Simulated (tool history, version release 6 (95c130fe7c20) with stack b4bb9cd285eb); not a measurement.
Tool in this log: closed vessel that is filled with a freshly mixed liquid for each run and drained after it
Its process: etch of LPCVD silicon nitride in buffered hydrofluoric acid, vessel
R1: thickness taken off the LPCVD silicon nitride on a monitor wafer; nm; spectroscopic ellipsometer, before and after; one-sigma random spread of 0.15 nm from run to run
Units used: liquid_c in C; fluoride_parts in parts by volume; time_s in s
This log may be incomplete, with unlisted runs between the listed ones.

{"run": 1, "hour": 0.0, "liquid_c": 24.0, "fluoride_parts": 7.5, "time_s": 625, "R1": 13.027}
{"run": 2, "hour": 7.4, "liquid_c": 24.0, "fluoride_parts": 7.5, "time_s": 625, "R1": 12.841}
{"run": 3, "hour": 15.3, "liquid_c": 25.0, "fluoride_parts": 7.5, "time_s": 625, "R1": 13.753}
{"run": 4, "hour": 22.3, "liquid_c": 22.0, "fluoride_parts": 7.5, "time_s": 625, "R1": 11.808}
{"run": 5, "hour": 31.3, "liquid_c": 22.0, "fluoride_parts": 7.5, "time_s": 625, "R1": 11.776}
{"run": 6, "hour": 34.5, "liquid_c": 23.5, "fluoride_parts": 7.5, "time_s": 625, "R1": 12.545}
{"run": 7, "hour": 42.5, "liquid_c": 24.5, "fluoride_parts": 7.5, "time_s": 625, "R1": 13.259}

Estimate the outcome of run 8 from the log above:
{"run": 8, "hour": 46.7, "liquid_c": 25.5, "fluoride_parts": 7.5, "time_s": 625, "R1": "?"}

R1: 13.869 nm
